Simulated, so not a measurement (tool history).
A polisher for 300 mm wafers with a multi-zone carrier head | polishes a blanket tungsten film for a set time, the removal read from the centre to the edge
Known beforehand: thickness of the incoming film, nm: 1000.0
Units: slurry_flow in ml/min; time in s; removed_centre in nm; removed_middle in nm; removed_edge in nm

| run | hour | slurry_flow | centre_zone | middle_zone | edge_zone | slurry_solids | time | removed_centre | removed_middle | removed_edge |
|---|---|---|---|---|---|---|---|---|---|---|
| 1 | 0.0 | 150 | 1.00 | 1.00 | 1.00 | 1.00 | 63 | 199.04 | 208.94 | 204.41 |
| 2 | 4.5 | 115 | 1.00 | 1.00 | 1.00 | 1.00 | 63 | 193.79 | 202.07 | 202.83 |
| 3 | 8.2 | 115 | 1.00 | 1.00 | 1.00 | 1.15 | 63 | 196.93 | 205.37 | 208.03 |
| 4 | 10.9 | 115 | 0.96 | 1.00 | 1.00 | 1.15 | 63 | 191.25 | 208.75 | 206.17 |
| 5 | 13.4 | 115 | 0.96 | 1.00 | 0.95 | 1.15 | 63 | 190.78 | 205.17 | 199.35 |
| 6 | 15.7 | 115 | 0.96 | 1.08 | 0.95 | 1.15 | 63 | 188.48 | 214.33 | 198.20 |
| 7 | 24.5 | 110 | 0.96 | 1.06 | 0.95 | 1.10 | 61 | 180.13 | 205.77 | 192.96 |
| 8 | 31.1 | 110 | 0.96 | 1.06 | 0.95 | 1.10 | 61 | 179.98 | 208.33 | 193.70 |
| 9 | 38.8 | 110 | 0.97 | 1.04 | 0.96 | 1.05 | 59 | 174.93 | 192.20 | 185.02 |
| 10 | 43.7 | 110 | 0.97 | 1.04 | 0.96 | 1.05 | 59 | 176.04 | 195.59 | 185.57 |
| 11 | 44.5 | 110 | 0.97 | 1.02 | 0.97 | 1.00 | 57 | 169.30 | 189.54 | 177.36 |

Run 12 has not been measured yet. What should we expect?
| 12 | 46.1 | 90 | 1.00 | 0.92 | 1.07 | 0.95 | 39 | ? | ? | ? |

removed_centre: 113.77 nm
removed_middle: 111.02 nm
removed_edge: 122.34 nm
